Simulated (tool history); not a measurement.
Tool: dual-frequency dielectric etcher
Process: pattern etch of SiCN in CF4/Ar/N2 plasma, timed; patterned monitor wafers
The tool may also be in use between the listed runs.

run,hour,source power (kW),bias power (kW),Ar flow (sccm),CF4 flow (sccm),etch time (s),mean etch depth across the wafer (nm)
1,0,0.57,0.089,71,52,211,251.16
2,4.5,0.57,0.089,71,52,211,250.38
3,5.2,0.6,0.089,71,52,211,260.76
4,5.9,0.6,0.074,71,52,211,249.96
5,7.7,0.63,0.075,71,52,211,254.23
6,13.7,0.66,0.076,71,52,211,266.3
# hour 22.4: bias power generator calibrated
7,22.4,0.68,0.076,71,52,211,276.57

The next listed run, before its measurement:
8,26.6,0.69,0.076,71,52,211,?

Run 8 gave mean etch depth across the wafer (nm) 279.55.

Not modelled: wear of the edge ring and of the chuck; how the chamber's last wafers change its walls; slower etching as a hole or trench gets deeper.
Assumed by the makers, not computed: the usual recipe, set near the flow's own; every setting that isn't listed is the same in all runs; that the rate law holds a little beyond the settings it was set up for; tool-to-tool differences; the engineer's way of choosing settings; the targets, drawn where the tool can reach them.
